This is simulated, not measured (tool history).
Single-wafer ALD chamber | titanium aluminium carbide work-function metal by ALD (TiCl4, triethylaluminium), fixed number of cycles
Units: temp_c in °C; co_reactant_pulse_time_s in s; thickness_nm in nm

run 1 day=0.000 | temp_c=280 co_reactant_pulse_time_s=15.73 | thickness_nm=1.7829
run 2 day=0.158 | temp_c=285 co_reactant_pulse_time_s=15.73 | thickness_nm=1.8345
run 3 day=0.246 | temp_c=276 co_reactant_pulse_time_s=15.73 | thickness_nm=1.7548
run 4 day=0.321 | temp_c=283 co_reactant_pulse_time_s=16.19 | thickness_nm=1.8189
run 5 day=0.550 | temp_c=283 co_reactant_pulse_time_s=13.57 | thickness_nm=1.8039
run 6 day=0.654 | temp_c=276 co_reactant_pulse_time_s=13.57 | thickness_nm=1.7374
run 7 day=0.708 | temp_c=283 co_reactant_pulse_time_s=14.27 | thickness_nm=1.8109

Forecast run 8:
run 8 day=0.788 | temp_c=287 co_reactant_pulse_time_s=14.59 | thickness_nm=?

Run 8 gave thickness_nm 1.8532 nm.

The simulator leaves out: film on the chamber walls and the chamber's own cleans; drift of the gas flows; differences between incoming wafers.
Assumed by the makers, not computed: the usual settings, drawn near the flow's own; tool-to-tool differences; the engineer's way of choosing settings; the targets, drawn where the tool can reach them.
